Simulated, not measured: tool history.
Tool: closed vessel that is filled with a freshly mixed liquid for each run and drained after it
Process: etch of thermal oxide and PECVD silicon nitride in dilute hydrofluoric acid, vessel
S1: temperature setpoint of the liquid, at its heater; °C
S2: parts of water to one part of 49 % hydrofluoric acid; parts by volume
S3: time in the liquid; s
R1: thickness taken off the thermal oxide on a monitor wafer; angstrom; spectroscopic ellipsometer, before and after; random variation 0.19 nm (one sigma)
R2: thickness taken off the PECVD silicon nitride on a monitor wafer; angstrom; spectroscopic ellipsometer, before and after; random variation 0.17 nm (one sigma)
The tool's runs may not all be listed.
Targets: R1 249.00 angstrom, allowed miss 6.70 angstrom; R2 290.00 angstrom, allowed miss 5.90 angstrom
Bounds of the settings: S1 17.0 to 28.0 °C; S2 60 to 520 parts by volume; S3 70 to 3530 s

run  hour    S1   S2    S3      R1      R2
  1   0.0  20.0  290  1800  187.57  264.33
  2   3.8  20.0  290  2555  265.81  370.02
  3   8.2  20.0  395  2555  182.78  276.48
  4  13.2  19.0  350  2430  196.61  275.84
  5  16.8  21.5  350  2430  211.70  325.44
  6  18.0  21.5  420  2430  166.60  269.76
  7  23.3  20.0  360  2315  184.84  273.13
  8  27.9  17.0  245  1890  218.37  266.58

Which of these 5 next moves meets every target?
  A  32.5  17.5  195  1600   ?   ?
  B  32.5  25.0  350  1810   ?   ?
  C  32.5  18.0  220  1510   ?   ?
  D  32.5  22.5  285  1675   ?   ?
  E  32.5  22.0  315  1870   ?   ?

move      R1      R2
   A  247.25  289.83
   B  177.14  298.11
   C  206.12  251.88
   D  196.48  290.33
   E  189.56  284.87
A: meets every target
B: further off than the last run
C: further off than the last run
D: further off than the last run
E: further off than the last run
The right move is A.
